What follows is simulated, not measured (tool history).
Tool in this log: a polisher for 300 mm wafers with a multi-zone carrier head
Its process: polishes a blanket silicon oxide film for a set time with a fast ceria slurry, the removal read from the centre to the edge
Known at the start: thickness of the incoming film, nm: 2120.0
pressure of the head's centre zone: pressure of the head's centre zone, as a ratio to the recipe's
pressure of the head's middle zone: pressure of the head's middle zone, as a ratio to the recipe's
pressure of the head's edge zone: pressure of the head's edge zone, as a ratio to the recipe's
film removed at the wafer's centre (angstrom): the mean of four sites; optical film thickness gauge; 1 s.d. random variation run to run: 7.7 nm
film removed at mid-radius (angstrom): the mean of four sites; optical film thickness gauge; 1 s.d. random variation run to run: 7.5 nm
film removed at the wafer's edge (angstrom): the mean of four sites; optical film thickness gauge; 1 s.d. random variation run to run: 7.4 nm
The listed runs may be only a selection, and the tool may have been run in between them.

run,hour,flow of slurry (ml/min),pressure of the head's centre zone,pressure of the head's middle zone,pressure of the head's edge zone,polishing time (s),film removed at the wafer's centre (angstrom),film removed at mid-radius (angstrom),film removed at the wafer's edge (angstrom)
1,0,225,1,1,1,52,9084.3,8996,8701.6
2,4.1,220,0.98,0.98,0.98,51,8623.7,8693.3,8290.4
3,9.2,215,0.97,0.96,0.98,51,8482.8,8392,8377.6
4,12.6,215,0.97,0.96,0.98,56,9342.6,9124.7,9090.6
5,15.1,215,0.9,0.96,0.98,56,8831.8,9347.1,9002.9
6,15.7,210,0.89,0.94,0.95,55,8508.5,8928,8750.6
7,19.3,205,0.89,0.93,0.93,54,8203.4,8692.5,8452.1

Run 8, settings as shown, results not yet in. Your forecast:
8,26.9,200,0.9,0.92,0.91,53,?,?,?

Run 8 gave film removed at the wafer's centre (angstrom) 8128.8, film removed at mid-radius (angstrom) 8404.2, film removed at the wafer's edge (angstrom) 8357.7.

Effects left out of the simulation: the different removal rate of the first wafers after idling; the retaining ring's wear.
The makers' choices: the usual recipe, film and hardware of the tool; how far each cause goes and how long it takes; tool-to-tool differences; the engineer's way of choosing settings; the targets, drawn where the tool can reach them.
